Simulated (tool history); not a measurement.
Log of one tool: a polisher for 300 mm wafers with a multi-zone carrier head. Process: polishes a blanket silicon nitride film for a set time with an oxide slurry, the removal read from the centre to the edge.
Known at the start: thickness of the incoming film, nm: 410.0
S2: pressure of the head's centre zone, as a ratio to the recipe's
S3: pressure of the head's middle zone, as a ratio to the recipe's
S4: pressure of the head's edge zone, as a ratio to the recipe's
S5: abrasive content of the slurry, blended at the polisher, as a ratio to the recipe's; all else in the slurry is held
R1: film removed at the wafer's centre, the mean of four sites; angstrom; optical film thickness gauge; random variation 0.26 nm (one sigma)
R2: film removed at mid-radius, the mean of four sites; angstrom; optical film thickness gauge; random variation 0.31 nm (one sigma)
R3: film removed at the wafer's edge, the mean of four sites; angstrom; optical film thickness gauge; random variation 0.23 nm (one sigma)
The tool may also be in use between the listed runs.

Run 1, hour 0.0: flow of slurry (ml/min) 255, S2 1.00, S3 1.00, S4 1.00, S5 1.00, polishing time (s) 75. Result: R1 639.96 angstrom, R2 645.84 angstrom, R3 657.01 angstrom.
Run 2, hour 5.3: flow of slurry (ml/min) 250, S2 0.98, S3 0.98, S4 0.99, S5 0.95, polishing time (s) 70. Result: R1 571.25 angstrom, R2 574.70 angstrom, R3 588.66 angstrom.
Run 3, hour 8.9: flow of slurry (ml/min) 245, S2 0.96, S3 0.96, S4 0.99, S5 0.90, polishing time (s) 67. Result: R1 520.31 angstrom, R2 526.82 angstrom, R3 552.65 angstrom.
Run 4, hour 11.7: flow of slurry (ml/min) 245, S2 0.96, S3 0.96, S4 1.07, S5 0.90, polishing time (s) 67. Result: R1 516.00 angstrom, R2 532.84 angstrom, R3 572.59 angstrom.
Run 5, hour 13.5: flow of slurry (ml/min) 245, S2 0.96, S3 1.03, S4 1.07, S5 0.90, polishing time (s) 67. Result: R1 521.05 angstrom, R2 568.36 angstrom, R3 577.72 angstrom.
Run 6, hour 19.0: flow of slurry (ml/min) 245, S2 0.96, S3 0.96, S4 1.07, S5 0.90, polishing time (s) 67. Result: R1 521.19 angstrom, R2 541.42 angstrom, R3 573.87 angstrom.
Run 7, hour 21.2: flow of slurry (ml/min) 240, S2 0.95, S3 0.94, S4 1.05, S5 0.85, polishing time (s) 64. Result: R1 474.77 angstrom, R2 487.70 angstrom, R3 520.74 angstrom.
Run 8, hour 29.1: flow of slurry (ml/min) 240, S2 0.95, S3 0.94, S4 1.05, S5 0.85, polishing time (s) 64. Result: R1 471.96 angstrom, R2 485.40 angstrom, R3 521.55 angstrom.
Run 9, hour 37.8: flow of slurry (ml/min) 235, S2 0.94, S3 0.92, S4 1.04, S5 0.80, polishing time (s) 62. Result: R1 444.56 angstrom, R2 452.02 angstrom, R3 484.84 angstrom.

Forecast run 10:
At hour 42.5: slurry nozzle cleaned.
Run 10, hour 42.5: flow of slurry (ml/min) 230, S2 0.93, S3 0.91, S4 1.04, S5 0.75, polishing time (s) 60. Result: R1 ?, R2 ?, R3 ?.

R1: 435.31 angstrom
R2: 430.22 angstrom
R3: 472.56 angstrom
